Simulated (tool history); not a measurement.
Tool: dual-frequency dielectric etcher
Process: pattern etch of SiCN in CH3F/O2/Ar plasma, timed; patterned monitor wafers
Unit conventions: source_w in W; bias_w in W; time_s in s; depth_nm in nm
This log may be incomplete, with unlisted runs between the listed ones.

| run | hour | source_w | bias_w | time_s | depth_nm |
|---|---|---|---|---|---|
| 1 | 0 | 550 | 84 | 63.5 | 28.506 |
| 2 | 6.9 | 520 | 82 | 63.5 | 27.776 |
| 3 | 12.4 | 520 | 68 | 63.5 | 25.9 |
| 4 | 20.6 | 520 | 76 | 63.5 | 27.014 |
| 5 | 26.1 | 500 | 75 | 63.5 | 26.365 |
| 6 | 30.9 | 480 | 75 | 63.5 | 25.977 |

Estimate the outcome of run 7 from the log above:
| 7 | 39.5 | 460 | 75 | 63.5 | ? |

For run 7 the tool returned depth_nm 25.6 nm.

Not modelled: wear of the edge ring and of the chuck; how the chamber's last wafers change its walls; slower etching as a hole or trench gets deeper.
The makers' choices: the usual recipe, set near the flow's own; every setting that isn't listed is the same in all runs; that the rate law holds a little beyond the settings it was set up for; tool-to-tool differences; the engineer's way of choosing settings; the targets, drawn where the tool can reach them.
